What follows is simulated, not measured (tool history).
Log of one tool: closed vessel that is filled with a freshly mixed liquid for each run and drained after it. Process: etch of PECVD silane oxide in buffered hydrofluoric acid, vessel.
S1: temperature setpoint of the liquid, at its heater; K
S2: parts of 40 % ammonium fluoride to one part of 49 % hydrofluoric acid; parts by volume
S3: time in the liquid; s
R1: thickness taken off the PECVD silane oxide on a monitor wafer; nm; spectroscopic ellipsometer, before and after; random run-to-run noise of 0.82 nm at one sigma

| run | hour | S1 | S2 | S3 | R1 |
|---|---|---|---|---|---|
| 1 | 0.0 | 297.15 | 15.5 | 95 | 117.710 |
| 2 | 8.5 | 296.65 | 15.5 | 95 | 113.940 |
| 3 | 13.0 | 296.15 | 15.5 | 95 | 111.670 |
| 4 | 17.8 | 296.15 | 17.5 | 95 | 99.359 |
| 5 | 21.2 | 296.15 | 19.5 | 95 | 89.845 |
| 6 | 25.4 | 296.15 | 19.5 | 100 | 94.475 |
| 7 | 33.9 | 296.65 | 19.5 | 100 | 97.513 |

Run 8, settings as shown, results not yet in. Your forecast:
| 8 | 41.7 | 297.15 | 19.5 | 100 | ? |

Logged for run 8: R1 98.719 nm.

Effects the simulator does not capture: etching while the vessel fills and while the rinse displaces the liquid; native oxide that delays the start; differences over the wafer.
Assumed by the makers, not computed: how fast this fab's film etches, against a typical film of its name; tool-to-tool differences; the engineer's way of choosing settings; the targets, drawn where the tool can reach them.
